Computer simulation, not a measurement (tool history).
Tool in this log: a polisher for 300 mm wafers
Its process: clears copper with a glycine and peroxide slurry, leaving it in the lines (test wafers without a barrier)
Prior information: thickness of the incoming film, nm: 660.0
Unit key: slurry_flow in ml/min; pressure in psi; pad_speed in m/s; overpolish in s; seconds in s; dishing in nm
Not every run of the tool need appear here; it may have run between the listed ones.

{"run": 1, "hour": 0.0, "slurry_flow": 195, "pressure": 3.4, "pad_speed": 1.26, "overpolish": 12, "seconds": 99.859, "dishing": 54.481}
{"run": 2, "hour": 5.5, "slurry_flow": 195, "pressure": 3.1, "pad_speed": 1.24, "overpolish": 13, "seconds": 108.31, "dishing": 54.363}
{"run": 3, "hour": 13.2, "slurry_flow": 195, "pressure": 3.1, "pad_speed": 1.24, "overpolish": 8, "seconds": 107.38, "dishing": 38.554}
{"run": 4, "hour": 15.6, "slurry_flow": 225, "pressure": 3.1, "pad_speed": 1.24, "overpolish": 8, "seconds": 102.92, "dishing": 38.08}
{"run": 5, "hour": 18.8, "slurry_flow": 225, "pressure": 3.7, "pad_speed": 1.24, "overpolish": 8, "seconds": 89.028, "dishing": 42.987}
{"run": 6, "hour": 26.7, "slurry_flow": 215, "pressure": 3.4, "pad_speed": 1.22, "overpolish": 10, "seconds": 97.84, "dishing": 47.518}
{"run": 7, "hour": 32.9, "slurry_flow": 205, "pressure": 3.2, "pad_speed": 1.18, "overpolish": 12, "seconds": 110.13, "dishing": 50.965}

Predict the results of run 8:
{"run": 8, "hour": 36.8, "slurry_flow": 200, "pressure": 3, "pad_speed": 1.16, "overpolish": 13, "seconds": "?", "dishing": "?"}

Run 8 yielded seconds 118.66 s, dishing 52.07 nm.
